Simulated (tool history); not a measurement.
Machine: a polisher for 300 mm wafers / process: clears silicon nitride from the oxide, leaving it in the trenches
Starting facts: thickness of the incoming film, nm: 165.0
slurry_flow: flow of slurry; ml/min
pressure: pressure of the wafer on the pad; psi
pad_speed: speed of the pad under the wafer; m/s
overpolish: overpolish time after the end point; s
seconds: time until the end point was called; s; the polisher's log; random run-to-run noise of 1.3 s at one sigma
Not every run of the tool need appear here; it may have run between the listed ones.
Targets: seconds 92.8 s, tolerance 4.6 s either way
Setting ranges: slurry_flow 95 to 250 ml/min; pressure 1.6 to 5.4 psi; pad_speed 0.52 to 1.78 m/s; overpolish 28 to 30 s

run	day	slurry_flow	pressure	pad_speed	overpolish	seconds
1	0	160	3.5	1.14	28	144.29
2	0.088	160	3.9	1.16	28	124.64
3	0.175	160	3.5	1.16	28	143.43
4	0.35	160	3.8	1.16	28	131.93
5	0.667	160	4.1	1.16	28	120.53
6	0.925	160	3.5	1.16	28	144.87
7	1.192	160	3.9	1.16	28	130.77
8	1.512	160	4.2	1.18	28	117.51
9	1.712	160	4.4	1.18	28	114.3
10	1.917	160	4.6	1.18	28	106.38
11	2.017	160	4.6	1.18	28	105.08
12	2.342	160	4.7	1.18	28	103.55

5 next moves are on the table. One of them brings every result within its allowed miss. Which?
A	2.667	180	4	1.14	29	?
B	2.667	245	4.3	1.08	29	?
C	2.667	145	4.9	1.28	30	?
D	2.667	110	4.3	1.22	28	?
E	2.667	150	4.4	1.26	28	?

move	seconds
A	121.78
B	114.76
C	92.77
D	117.88
E	103.95
A: misses by more than the last run did
B: misses by more than the last run did
C: in spec on every target
D: misses by more than the last run did
E: about as far from the targets as the last run
So the answer is move C, the one that meets all the targets.
